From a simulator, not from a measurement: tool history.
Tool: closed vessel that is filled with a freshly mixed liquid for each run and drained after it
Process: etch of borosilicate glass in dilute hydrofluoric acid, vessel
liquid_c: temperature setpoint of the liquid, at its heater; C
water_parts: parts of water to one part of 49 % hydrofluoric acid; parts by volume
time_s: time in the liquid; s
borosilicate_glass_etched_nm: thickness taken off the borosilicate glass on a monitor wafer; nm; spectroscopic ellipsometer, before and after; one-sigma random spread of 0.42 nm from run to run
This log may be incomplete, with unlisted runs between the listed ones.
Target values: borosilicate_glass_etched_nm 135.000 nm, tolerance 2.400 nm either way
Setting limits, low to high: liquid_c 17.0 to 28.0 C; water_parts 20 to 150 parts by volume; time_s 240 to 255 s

run  hour  liquid_c  water_parts  time_s  borosilicate_glass_etched_nm
  1   0.0      20.0           85     240                        74.482
  2   5.6      20.0           85     240                        74.365
  3   7.1      21.0           85     240                        77.426
  4  10.2      21.5           85     240                        78.950
  5  10.8      18.0           85     240                        68.126
  6  16.4      18.0           85     240                        67.911
  7  18.6      19.0           85     240                        70.759
  8  26.0      20.0           85     240                        74.070
  9  33.1      21.0           85     240                        77.510
 10  39.7      21.5           85     240                        79.347
 11  44.6      22.0           85     240                        80.962
 12  48.8      22.5           85     240                        81.926
 13  51.7      23.0           85     240                        83.951
 14  54.5      23.5           85     240                        85.751
 15  62.0      24.0           85     240                        87.287

Which of these 4 next moves meets every target?
  A  69.5      24.0           60     255                             ?
  B  69.5      21.5           60     255                             ?
  C  69.5      19.5           60     240                             ?
  D  69.5      22.0           50     255                             ?

move  borosilicate_glass_etched_nm
   A                       135.170
   B                       121.930
   C                       105.510
   D                       151.270
A: in spec on every target
B: closer than the last run, but not yet in spec
C: closer than the last run, but not yet in spec
D: carries the result that was furthest off beyond its target, to the other side
Answer: A
